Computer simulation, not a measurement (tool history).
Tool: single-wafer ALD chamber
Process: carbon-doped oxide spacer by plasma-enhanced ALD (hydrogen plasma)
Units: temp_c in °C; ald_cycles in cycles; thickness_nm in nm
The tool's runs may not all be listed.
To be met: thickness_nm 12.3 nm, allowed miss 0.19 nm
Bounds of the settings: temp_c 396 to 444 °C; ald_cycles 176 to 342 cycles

run  hour  temp_c  ald_cycles  thickness_nm
  1     0     420         259        13.552
  2   1.9     416         259         13.68
  3   8.3     422         259        13.479
  4  16.8     414         259        13.729
  5  17.7     416         256        13.646
  6  18.9     418         254        13.361
  7  22.5     420         253        13.222
  8    30     422         252        13.132
  9    33     423         251        13.068
 10  35.7     424         250         12.91

5 next moves are on the table. One of them brings every result within its allowed miss. Which?
  A  38.4     422         262             ?
  B  38.4     418         247             ?
  C  38.4     424         238             ?
  D  38.4     425         268             ?
  E  38.4     425         228             ?

move  thickness_nm
   A        13.563
   B        12.931
   C        12.251
   D        13.756
   E        11.703
A: further off than the last run
B: as far off as the last run
C: meets every target
D: further off than the last run
E: takes the result that was furthest off past its target
Answer: C

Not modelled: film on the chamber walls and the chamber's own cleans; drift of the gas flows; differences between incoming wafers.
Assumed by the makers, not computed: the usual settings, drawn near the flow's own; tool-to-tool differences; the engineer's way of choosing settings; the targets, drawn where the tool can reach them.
